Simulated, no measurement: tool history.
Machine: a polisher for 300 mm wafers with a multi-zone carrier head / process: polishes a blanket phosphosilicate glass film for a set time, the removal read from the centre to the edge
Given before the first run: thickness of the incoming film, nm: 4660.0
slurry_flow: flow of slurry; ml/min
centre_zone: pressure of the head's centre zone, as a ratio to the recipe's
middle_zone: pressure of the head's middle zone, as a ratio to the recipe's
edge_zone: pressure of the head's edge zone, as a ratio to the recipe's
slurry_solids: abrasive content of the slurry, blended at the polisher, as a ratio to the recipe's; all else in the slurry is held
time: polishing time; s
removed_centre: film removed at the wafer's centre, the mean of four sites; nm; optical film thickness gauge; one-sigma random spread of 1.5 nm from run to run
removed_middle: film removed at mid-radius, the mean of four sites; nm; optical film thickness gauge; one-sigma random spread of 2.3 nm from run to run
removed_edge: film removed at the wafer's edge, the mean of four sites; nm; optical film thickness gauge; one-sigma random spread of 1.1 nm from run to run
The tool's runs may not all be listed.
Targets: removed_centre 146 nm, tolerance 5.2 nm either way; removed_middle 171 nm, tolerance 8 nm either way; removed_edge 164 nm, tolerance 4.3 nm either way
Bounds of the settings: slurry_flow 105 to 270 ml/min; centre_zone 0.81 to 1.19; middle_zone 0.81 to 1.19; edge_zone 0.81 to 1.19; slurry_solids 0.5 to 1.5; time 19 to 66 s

run 1 day=0 | slurry_flow=175 centre_zone=1 middle_zone=1 edge_zone=1 slurry_solids=1 time=42 | removed_centre=262.93 removed_middle=257.34 removed_edge=253.51
run 2 day=0.15 | slurry_flow=175 centre_zone=1 middle_zone=1 edge_zone=1 slurry_solids=1 time=50 | removed_centre=299.79 removed_middle=299.98 removed_edge=305.79
run 3 day=0.488 | slurry_flow=170 centre_zone=0.98 middle_zone=1 edge_zone=0.99 slurry_solids=0.95 time=48 | removed_centre=280.43 removed_middle=282.16 removed_edge=283.29
run 4 day=0.754 | slurry_flow=185 centre_zone=0.98 middle_zone=1 edge_zone=0.99 slurry_solids=0.95 time=48 | removed_centre=286.72 removed_middle=280.56 removed_edge=284.55
run 5 day=1.104 | slurry_flow=175 centre_zone=0.96 middle_zone=1 edge_zone=0.99 slurry_solids=0.9 time=46 | removed_centre=254.31 removed_middle=271.55 removed_edge=263.89
run 6 day=1.433 | slurry_flow=175 centre_zone=0.95 middle_zone=0.98 edge_zone=0.98 slurry_solids=0.85 time=45 | removed_centre=239.71 removed_middle=246.58 removed_edge=246.85
run 7 day=1.467 | slurry_flow=170 centre_zone=0.93 middle_zone=0.97 edge_zone=0.96 slurry_solids=0.8 time=44 | removed_centre=217.8 removed_middle=228.44 removed_edge=229.73
run 8 day=1.488 | slurry_flow=165 centre_zone=0.92 middle_zone=0.97 edge_zone=0.94 slurry_solids=0.75 time=44 | removed_centre=209.3 removed_middle=220.29 removed_edge=215.06
run 9 day=1.85 | slurry_flow=160 centre_zone=0.91 middle_zone=0.96 edge_zone=0.93 slurry_solids=0.7 time=44 | removed_centre=196.12 removed_middle=208.6 removed_edge=207.1
run 10 day=2.183 | slurry_flow=155 centre_zone=0.9 middle_zone=0.96 edge_zone=0.92 slurry_solids=0.7 time=44 | removed_centre=192.15 removed_middle=201.54 removed_edge=204.21
run 11 day=2.475 | slurry_flow=150 centre_zone=0.89 middle_zone=0.97 edge_zone=0.91 slurry_solids=0.7 time=44 | removed_centre=188.92 removed_middle=200.39 removed_edge=203.78
run 12 day=2.629 | slurry_flow=145 centre_zone=0.82 middle_zone=1.03 edge_zone=0.82 slurry_solids=0.5 time=39 | removed_centre=118.05 removed_middle=148.63 removed_edge=133.3
run 13 day=2.662 | slurry_flow=155 centre_zone=0.82 middle_zone=1.02 edge_zone=0.84 slurry_solids=0.5 time=39 | removed_centre=122.72 removed_middle=153.08 removed_edge=135.17
run 14 day=2.975 | slurry_flow=155 centre_zone=0.82 middle_zone=1.02 edge_zone=0.86 slurry_solids=0.5 time=39 | removed_centre=121.86 removed_middle=146.51 removed_edge=137.42

Exactly one of the 5 candidate moves below puts every result within its allowed miss. Which one?
run A day=3.288 | slurry_flow=110 centre_zone=0.81 middle_zone=1.05 edge_zone=0.94 slurry_solids=0.7 time=43 | removed_centre=? removed_middle=? removed_edge=?
run B day=3.288 | slurry_flow=140 centre_zone=0.87 middle_zone=1.03 edge_zone=0.94 slurry_solids=0.6 time=39 | removed_centre=? removed_middle=? removed_edge=?
run C day=3.288 | slurry_flow=125 centre_zone=0.92 middle_zone=0.85 edge_zone=1.05 slurry_solids=0.5 time=39 | removed_centre=? removed_middle=? removed_edge=?
run D day=3.288 | slurry_flow=145 centre_zone=0.9 middle_zone=0.95 edge_zone=0.86 slurry_solids=0.6 time=44 | removed_centre=? removed_middle=? removed_edge=?
run E day=3.288 | slurry_flow=155 centre_zone=1.04 middle_zone=0.96 edge_zone=0.84 slurry_solids=0.55 time=33 | removed_centre=? removed_middle=? removed_edge=?

move=A removed_centre=152.89 removed_middle=193.36 removed_edge=191.8
move=B removed_centre=144.64 removed_middle=165.82 removed_edge=163.97
move=C removed_centre=128.68 removed_middle=119.34 removed_edge=147.78
move=D removed_centre=170.32 removed_middle=176.16 removed_edge=178.82
move=E removed_centre=140.85 removed_middle=126.7 removed_edge=125.71
A: pushes the last run's worst result past its target
B: hits every target within its allowed miss
C: neither nearer nor further off than the last run
D: pushes the last run's worst result past its target
E: lands further from the targets than the last run did
Move B is the one to make.
